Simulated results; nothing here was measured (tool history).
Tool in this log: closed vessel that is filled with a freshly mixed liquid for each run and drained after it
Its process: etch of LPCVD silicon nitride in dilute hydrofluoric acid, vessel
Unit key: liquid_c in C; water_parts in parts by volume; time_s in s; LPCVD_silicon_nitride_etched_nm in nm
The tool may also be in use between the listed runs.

| run | hour | liquid_c | water_parts | time_s | LPCVD_silicon_nitride_etched_nm |
|---|---|---|---|---|---|
| 1 | 0 | 21 | 100 | 3105 | 13.158 |
| 2 | 1.8 | 23 | 100 | 3105 | 14.866 |
| 3 | 7.5 | 23 | 100 | 3315 | 15.894 |
| 4 | 16.8 | 23 | 100 | 3105 | 14.939 |
| 5 | 23.9 | 20.5 | 100 | 3105 | 12.558 |
| 6 | 31.3 | 20.5 | 100 | 3315 | 13.482 |
| 7 | 41.2 | 24.5 | 100 | 3315 | 17.403 |

Forecast run 8:
| 8 | 49.4 | 25.5 | 100 | 3315 | ? |

LPCVD_silicon_nitride_etched_nm: 18.904 nm

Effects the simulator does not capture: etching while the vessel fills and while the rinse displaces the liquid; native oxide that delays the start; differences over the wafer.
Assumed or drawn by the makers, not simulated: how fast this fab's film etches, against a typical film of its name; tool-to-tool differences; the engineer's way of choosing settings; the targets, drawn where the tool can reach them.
